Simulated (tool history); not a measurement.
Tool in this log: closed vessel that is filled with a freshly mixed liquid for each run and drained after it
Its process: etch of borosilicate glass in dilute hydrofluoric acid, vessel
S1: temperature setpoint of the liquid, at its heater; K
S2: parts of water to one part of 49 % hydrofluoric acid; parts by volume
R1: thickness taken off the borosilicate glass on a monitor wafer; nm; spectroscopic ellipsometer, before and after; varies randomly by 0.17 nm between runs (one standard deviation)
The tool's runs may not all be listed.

run 1 hour=0.0 | S1=296.15 S2=130 time_in_the_liquid_(s)=90 | R1=21.883
run 2 hour=3.0 | S1=296.15 S2=165 time_in_the_liquid_(s)=90 | R1=16.660
run 3 hour=8.7 | S1=297.65 S2=150 time_in_the_liquid_(s)=90 | R1=19.817
run 4 hour=16.2 | S1=299.15 S2=135 time_in_the_liquid_(s)=90 | R1=23.607
run 5 hour=22.2 | S1=300.15 S2=125 time_in_the_liquid_(s)=90 | R1=26.817
run 6 hour=29.1 | S1=297.15 S2=125 time_in_the_liquid_(s)=90 | R1=23.876
run 7 hour=32.1 | S1=298.65 S2=115 time_in_the_liquid_(s)=90 | R1=27.739
run 8 hour=33.4 | S1=299.65 S2=110 time_in_the_liquid_(s)=90 | R1=30.345
run 9 hour=36.7 | S1=300.65 S2=105 time_in_the_liquid_(s)=90 | R1=33.339

For run 10, what comes out?
run 10 hour=38.0 | S1=301.15 S2=105 time_in_the_liquid_(s)=90 | R1=?

Run 10 measured R1 33.930 nm.
